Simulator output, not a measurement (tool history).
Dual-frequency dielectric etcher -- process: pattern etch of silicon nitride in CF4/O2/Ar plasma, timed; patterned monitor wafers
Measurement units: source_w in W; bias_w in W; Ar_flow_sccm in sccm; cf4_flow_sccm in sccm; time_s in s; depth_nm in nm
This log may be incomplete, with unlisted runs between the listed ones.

run 1 hour=0.0 | source_w=390 bias_w=37 Ar_flow_sccm=127 cf4_flow_sccm=135 time_s=189.5 | depth_nm=255.12
run 2 hour=6.5 | source_w=390 bias_w=37 Ar_flow_sccm=127 cf4_flow_sccm=135 time_s=173.0 | depth_nm=232.91
run 3 hour=10.8 | source_w=410 bias_w=37 Ar_flow_sccm=127 cf4_flow_sccm=135 time_s=173.0 | depth_nm=242.82
run 4 hour=19.7 | source_w=410 bias_w=31 Ar_flow_sccm=127 cf4_flow_sccm=135 time_s=173.0 | depth_nm=225.38
run 5 hour=28.7 | source_w=440 bias_w=31 Ar_flow_sccm=127 cf4_flow_sccm=135 time_s=173.0 | depth_nm=240.94
run 6 hour=36.8 | source_w=440 bias_w=31 Ar_flow_sccm=112 cf4_flow_sccm=135 time_s=173.0 | depth_nm=248.32
run 7 hour=45.2 | source_w=460 bias_w=31 Ar_flow_sccm=112 cf4_flow_sccm=135 time_s=173.0 | depth_nm=257.07
run 8 hour=52.3 | source_w=470 bias_w=31 Ar_flow_sccm=112 cf4_flow_sccm=135 time_s=173.0 | depth_nm=261.94
run 9 hour=54.7 | source_w=480 bias_w=31 Ar_flow_sccm=112 cf4_flow_sccm=135 time_s=173.0 | depth_nm=267.64

Run 10 has not been measured yet. What should we expect?
run 10 hour=56.3 | source_w=490 bias_w=31 Ar_flow_sccm=112 cf4_flow_sccm=135 time_s=173.0 | depth_nm=?

{"run 10": {"depth_nm": 272.51}}
